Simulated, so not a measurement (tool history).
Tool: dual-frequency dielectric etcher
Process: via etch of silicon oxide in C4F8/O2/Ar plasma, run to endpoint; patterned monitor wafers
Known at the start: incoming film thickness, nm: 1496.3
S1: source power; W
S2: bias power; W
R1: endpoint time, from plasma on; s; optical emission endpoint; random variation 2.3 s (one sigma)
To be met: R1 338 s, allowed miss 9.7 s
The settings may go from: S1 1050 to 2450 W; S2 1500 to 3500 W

| run | hour | S1 | S2 | R1 |
|---|---|---|---|---|
| 1 | 0 | 1750 | 2500 | 282.91 |
| 2 | 4.1 | 1750 | 2265 | 285.79 |
| 3 | 7.1 | 1630 | 2196 | 304.61 |
| 4 | 8.4 | 1900 | 2196 | 277.92 |
| 5 | 16.1 | 1790 | 2150 | 287.05 |
| 6 | 17.4 | 1700 | 2113 | 296.97 |
| 7 | 18.3 | 1350 | 1894 | 358 |
| 8 | 20.9 | 1380 | 1901 | 347.9 |

5 next moves are on the table. One of them brings every result within its allowed miss. Which?
| A | 23.5 | 1330 | 1892 | ? |
| B | 23.5 | 1290 | 1940 | ? |
| C | 23.5 | 1340 | 1993 | ? |
| D | 23.5 | 1420 | 2033 | ? |
| E | 23.5 | 1290 | 1984 | ? |

| move | R1 |
|---|---|
| A | 363.53 |
| B | 370.49 |
| C | 358.3 |
| D | 342.32 |
| E | 369.06 |
A: further off than the last run
B: further off than the last run
C: further off than the last run
D: meets every target
E: further off than the last run
The right move is D.

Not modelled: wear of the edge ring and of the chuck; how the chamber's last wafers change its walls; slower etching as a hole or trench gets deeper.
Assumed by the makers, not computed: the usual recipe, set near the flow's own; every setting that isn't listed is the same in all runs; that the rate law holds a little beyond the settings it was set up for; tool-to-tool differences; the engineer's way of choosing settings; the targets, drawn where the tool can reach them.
